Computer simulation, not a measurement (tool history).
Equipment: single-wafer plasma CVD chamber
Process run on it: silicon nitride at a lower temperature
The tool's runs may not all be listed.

| run | hour | heater temperature setpoint (deg C) | chamber pressure (mTorr) | RF power (kW) | deposition time (s) | mean film thickness on the monitor wafer (Å) |
|---|---|---|---|---|---|---|
| 1 | 0 | 330 | 1710 | 0.28 | 16.6 | 164.38 |
| 2 | 0.8 | 330 | 1690 | 0.28 | 16.6 | 163.62 |
| 3 | 5.5 | 330 | 1910 | 0.28 | 16.6 | 170.1 |
| 4 | 12.7 | 330 | 1880 | 0.28 | 16.6 | 168.45 |
| 5 | 21.2 | 330 | 1850 | 0.28 | 16.6 | 170.51 |
| 6 | 22.9 | 330 | 2090 | 0.28 | 16.6 | 175.03 |
| 7 | 31.7 | 330 | 2040 | 0.28 | 16.6 | 172.66 |
| 8 | 36.6 | 330 | 2000 | 0.28 | 16.6 | 172.88 |

Run 9, settings as shown, results not yet in. Your forecast:
|  | 44.7 | RF generator calibrated |
| 9 | 44.7 | 330 | 1960 | 0.28 | 16.6 | ? |

mean film thickness on the monitor wafer (Å): 180.6
